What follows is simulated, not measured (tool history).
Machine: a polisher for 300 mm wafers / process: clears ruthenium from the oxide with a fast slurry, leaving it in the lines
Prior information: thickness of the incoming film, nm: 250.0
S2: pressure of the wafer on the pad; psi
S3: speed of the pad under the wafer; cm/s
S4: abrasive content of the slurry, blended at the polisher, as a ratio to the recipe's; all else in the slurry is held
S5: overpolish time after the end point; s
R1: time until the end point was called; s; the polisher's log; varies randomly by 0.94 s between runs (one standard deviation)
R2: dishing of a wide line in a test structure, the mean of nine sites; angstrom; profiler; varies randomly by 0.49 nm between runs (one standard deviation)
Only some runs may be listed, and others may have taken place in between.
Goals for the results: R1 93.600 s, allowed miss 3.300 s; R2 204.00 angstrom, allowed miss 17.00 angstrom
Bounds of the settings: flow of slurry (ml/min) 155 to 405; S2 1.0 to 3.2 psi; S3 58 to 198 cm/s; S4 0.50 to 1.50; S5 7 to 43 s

Run 1, hour 0.0: flow of slurry (ml/min) 260, S2 2.1 psi, S3 128 cm/s, S4 1.00, S5 22 s. Result: R1 55.278 s, R2 318.69 angstrom.
Run 2, hour 3.8: flow of slurry (ml/min) 260, S2 2.1 psi, S3 128 cm/s, S4 1.00, S5 30 s. Result: R1 57.081 s, R2 343.68 angstrom.
Run 3, hour 8.3: flow of slurry (ml/min) 260, S2 2.1 psi, S3 128 cm/s, S4 0.85, S5 30 s. Result: R1 61.255 s, R2 339.71 angstrom.
Run 4, hour 12.5: flow of slurry (ml/min) 260, S2 1.7 psi, S3 128 cm/s, S4 0.85, S5 30 s. Result: R1 76.922 s, R2 327.18 angstrom.
Run 5, hour 14.8: flow of slurry (ml/min) 250, S2 1.6 psi, S3 126 cm/s, S4 0.90, S5 23 s. Result: R1 80.369 s, R2 295.07 angstrom.
Run 6, hour 19.6: flow of slurry (ml/min) 220, S2 1.5 psi, S3 126 cm/s, S4 0.95, S5 18 s. Result: R1 82.890 s, R2 265.58 angstrom.
Run 7, hour 23.6: flow of slurry (ml/min) 200, S2 1.4 psi, S3 126 cm/s, S4 0.95, S5 15 s. Result: R1 88.295 s, R2 242.98 angstrom.
Run 8, hour 30.0: flow of slurry (ml/min) 185, S2 1.4 psi, S3 126 cm/s, S4 0.95, S5 12 s. Result: R1 90.629 s, R2 203.84 angstrom.

Which one of the following 4 next-run settings gets every result inside its allowed miss? There is exactly one.
Run A, hour 36.4: flow of slurry (ml/min) 190, S2 1.3 psi, S3 128 cm/s, S4 0.95, S5 12 s. Result: R1 ?, R2 ?.
Run B, hour 36.4: flow of slurry (ml/min) 165, S2 1.5 psi, S3 128 cm/s, S4 0.85, S5 13 s. Result: R1 ?, R2 ?.
Run C, hour 36.4: flow of slurry (ml/min) 165, S2 1.4 psi, S3 126 cm/s, S4 1.05, S5 13 s. Result: R1 ?, R2 ?.
Run D, hour 36.4: flow of slurry (ml/min) 170, S2 1.3 psi, S3 140 cm/s, S4 0.95, S5 10 s. Result: R1 ?, R2 ?.

move      R1      R2
   A  93.658  205.17
   B  87.891  223.75
   C  84.787  228.41
   D  86.462  192.11
A: every result lands within tolerance
B: lands further from the targets than the last run did
C: lands further from the targets than the last run did
D: lands further from the targets than the last run did
The right move is A.

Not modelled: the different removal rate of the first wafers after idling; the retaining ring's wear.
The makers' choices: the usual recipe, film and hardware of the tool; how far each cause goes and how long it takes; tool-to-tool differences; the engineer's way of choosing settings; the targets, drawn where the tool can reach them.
